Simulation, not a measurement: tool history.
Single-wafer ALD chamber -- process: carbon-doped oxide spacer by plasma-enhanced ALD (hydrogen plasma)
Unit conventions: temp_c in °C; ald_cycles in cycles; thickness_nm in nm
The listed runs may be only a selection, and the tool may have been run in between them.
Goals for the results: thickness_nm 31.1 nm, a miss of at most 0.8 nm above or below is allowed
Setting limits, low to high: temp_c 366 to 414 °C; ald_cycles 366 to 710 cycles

| run | hour | temp_c | ald_cycles | thickness_nm |
|---|---|---|---|---|
| 1 | 0 | 390 | 538 | 25.261 |
| 2 | 5.1 | 390 | 567 | 26.7 |
| 3 | 14 | 390 | 588 | 27.484 |
| 4 | 23.3 | 390 | 607 | 28.121 |
| 5 | 32.5 | 382 | 607 | 28.458 |
| 6 | 41.3 | 382 | 621 | 29.163 |
| 7 | 50.5 | 382 | 631 | 29.639 |
| 8 | 56.6 | 382 | 638 | 29.795 |
| 9 | 66.1 | 382 | 645 | 30.174 |

5 next moves are on the table. One of them brings every result within its allowed miss. Which?
| A | 75.6 | 379 | 612 | ? |
| B | 75.6 | 375 | 707 | ? |
| C | 75.6 | 382 | 665 | ? |
| D | 75.6 | 383 | 630 | ? |
| E | 75.6 | 372 | 615 | ? |

| move | thickness_nm |
|---|---|
| A | 28.692 |
| B | 33.146 |
| C | 31.177 |
| D | 29.536 |
| E | 28.833 |
A: the biggest miss grows against the last run
B: takes the biggest miss from the last run beyond its target
C: in spec on every target
D: the biggest miss grows against the last run
E: the biggest miss grows against the last run
C meets every target.
